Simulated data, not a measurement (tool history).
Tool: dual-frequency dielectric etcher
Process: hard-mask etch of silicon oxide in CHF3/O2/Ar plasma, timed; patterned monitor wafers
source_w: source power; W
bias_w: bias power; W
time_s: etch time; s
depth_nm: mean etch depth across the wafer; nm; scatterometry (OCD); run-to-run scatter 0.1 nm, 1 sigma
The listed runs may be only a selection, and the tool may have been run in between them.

| run | hour | source_w | bias_w | time_s | depth_nm |
|---|---|---|---|---|---|
| 1 | 0.0 | 770 | 205 | 12.0 | 26.503 |
| 2 | 0.8 | 700 | 181 | 11.5 | 23.247 |
| 3 | 2.1 | 700 | 169 | 11.5 | 22.614 |
| 4 | 4.2 | 700 | 169 | 11.0 | 21.474 |
| 5 | 10.8 | 700 | 205 | 11.0 | 23.247 |
| 6 | 18.9 | 700 | 226 | 11.0 | 24.114 |
| 7 | 26.1 | 630 | 220 | 11.0 | 22.253 |
| 8 | 28.7 | 590 | 218 | 11.0 | 21.416 |

Run 9 comes next. What will it give?
| 9 | 36.4 | 570 | 217 | 11.0 | ? |

For run 9 the tool returned depth_nm 20.802 nm.
